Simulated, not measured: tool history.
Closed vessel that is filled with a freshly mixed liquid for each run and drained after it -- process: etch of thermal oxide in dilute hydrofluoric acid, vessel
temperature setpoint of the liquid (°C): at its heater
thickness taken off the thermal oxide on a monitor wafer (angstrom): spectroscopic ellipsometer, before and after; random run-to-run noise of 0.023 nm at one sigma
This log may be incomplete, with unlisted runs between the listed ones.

run	hour	temperature setpoint of the liquid (°C)	parts of water to one part of 49 % hydrofluoric acid (parts by volume)	time in the liquid (s)	thickness taken off the thermal oxide on a monitor wafer (angstrom)
1	0	22	75	40	29.322
2	7.2	22.5	75	40	29.76
3	10.1	20	75	40	26.845
4	12	21	75	40	27.782
5	15.3	21.5	75	40	28.427
6	20.4	21.5	85	40	25.158
7	22.4	22.5	85	40	26.172

Run 8 has not been measured yet. What should we expect?
8	23.4	23.5	85	40	?

thickness taken off the thermal oxide on a monitor wafer (angstrom): 26.87
